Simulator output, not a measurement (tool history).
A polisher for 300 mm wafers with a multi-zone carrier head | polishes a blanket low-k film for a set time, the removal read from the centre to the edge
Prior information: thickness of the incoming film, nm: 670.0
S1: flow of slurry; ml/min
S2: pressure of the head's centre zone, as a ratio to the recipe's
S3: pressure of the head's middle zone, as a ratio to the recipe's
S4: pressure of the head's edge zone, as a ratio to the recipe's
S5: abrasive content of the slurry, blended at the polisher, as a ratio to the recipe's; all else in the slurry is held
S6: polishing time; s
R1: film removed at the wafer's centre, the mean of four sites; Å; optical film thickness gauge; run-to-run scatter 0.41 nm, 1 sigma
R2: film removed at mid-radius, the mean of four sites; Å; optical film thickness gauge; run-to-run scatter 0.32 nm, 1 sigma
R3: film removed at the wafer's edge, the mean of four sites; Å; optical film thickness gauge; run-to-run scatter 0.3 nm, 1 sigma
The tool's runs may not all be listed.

{"run": 1, "hour": 0.0, "S1": 225, "S2": 1.0, "S3": 1.0, "S4": 1.0, "S5": 1.0, "S6": 78, "R1": 355.47, "R2": 351.07, "R3": 349.77}
{"run": 2, "hour": 3.8, "S1": 240, "S2": 1.0, "S3": 1.0, "S4": 1.04, "S5": 1.0, "S6": 78, "R1": 359.35, "R2": 361.11, "R3": 356.19}
{"run": 3, "hour": 7.9, "S1": 240, "S2": 1.0, "S3": 1.0, "S4": 0.96, "S5": 1.0, "S6": 78, "R1": 350.21, "R2": 357.26, "R3": 347.07}
{"run": 4, "hour": 15.9, "S1": 240, "S2": 1.0, "S3": 0.92, "S4": 0.96, "S5": 1.0, "S6": 78, "R1": 358.91, "R2": 345.69, "R3": 342.28}
{"run": 5, "hour": 19.8, "S1": 265, "S2": 1.0, "S3": 0.92, "S4": 0.96, "S5": 1.0, "S6": 78, "R1": 357.43, "R2": 346.62, "R3": 348.39}
{"run": 6, "hour": 27.2, "S1": 280, "S2": 1.0, "S3": 0.93, "S4": 1.01, "S5": 1.05, "S6": 78, "R1": 364.64, "R2": 355.48, "R3": 368.78}

Run 7, settings as shown, results not yet in. Your forecast:
{"run": 7, "hour": 28.4, "S1": 290, "S2": 1.01, "S3": 0.95, "S4": 1.03, "S5": 1.05, "S6": 78, "R1": "?", "R2": "?", "R3": "?"}

{"run 7": {"R1": 367.5, "R2": 360.81, "R3": 369.13}}

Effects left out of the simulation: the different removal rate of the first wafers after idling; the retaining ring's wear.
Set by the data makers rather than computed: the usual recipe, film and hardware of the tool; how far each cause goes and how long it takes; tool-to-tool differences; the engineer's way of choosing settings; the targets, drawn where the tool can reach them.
